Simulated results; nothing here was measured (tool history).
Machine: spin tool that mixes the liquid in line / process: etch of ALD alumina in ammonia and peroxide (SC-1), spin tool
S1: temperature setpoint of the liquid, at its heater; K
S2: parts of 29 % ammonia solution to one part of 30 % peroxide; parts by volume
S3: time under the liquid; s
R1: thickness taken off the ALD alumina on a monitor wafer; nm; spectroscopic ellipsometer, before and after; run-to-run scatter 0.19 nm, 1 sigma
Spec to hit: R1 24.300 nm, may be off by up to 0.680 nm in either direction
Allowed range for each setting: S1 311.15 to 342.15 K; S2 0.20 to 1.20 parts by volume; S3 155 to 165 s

| run | hour | S1 | S2 | S3 | R1 |
|---|---|---|---|---|---|
| 1 | 0.0 | 326.15 | 0.85 | 155 | 15.953 |
| 2 | 1.5 | 320.65 | 0.85 | 155 | 11.647 |
| 3 | 8.3 | 323.15 | 0.85 | 155 | 13.532 |
| 4 | 14.6 | 323.15 | 0.85 | 155 | 13.463 |
| 5 | 19.9 | 325.65 | 0.85 | 155 | 15.684 |
| 6 | 23.6 | 327.65 | 0.85 | 155 | 17.473 |
| 7 | 28.3 | 329.15 | 0.85 | 155 | 18.528 |
| 8 | 37.1 | 330.15 | 0.85 | 155 | 19.602 |
| 9 | 38.0 | 331.15 | 0.85 | 155 | 20.613 |
| 10 | 39.3 | 331.65 | 0.85 | 155 | 21.515 |

Consider the 5 candidate settings below. Which is the only one whose results all fall within their allowed miss of target?
| A | 40.6 | 335.65 | 1.00 | 155 | ? |
| B | 40.6 | 335.15 | 0.50 | 165 | ? |
| C | 40.6 | 330.65 | 0.75 | 160 | ? |
| D | 40.6 | 334.15 | 1.00 | 165 | ? |
| E | 40.6 | 334.15 | 0.55 | 160 | ? |

| move | R1 |
|---|---|
| A | 26.386 |
| B | 25.649 |
| C | 20.505 |
| D | 26.031 |
| E | 23.853 |
A: takes the result that was furthest off past its target
B: takes the result that was furthest off past its target
C: its largest miss is bigger than the last run's
D: takes the result that was furthest off past its target
E: all results in spec
The move that meets every target is E.

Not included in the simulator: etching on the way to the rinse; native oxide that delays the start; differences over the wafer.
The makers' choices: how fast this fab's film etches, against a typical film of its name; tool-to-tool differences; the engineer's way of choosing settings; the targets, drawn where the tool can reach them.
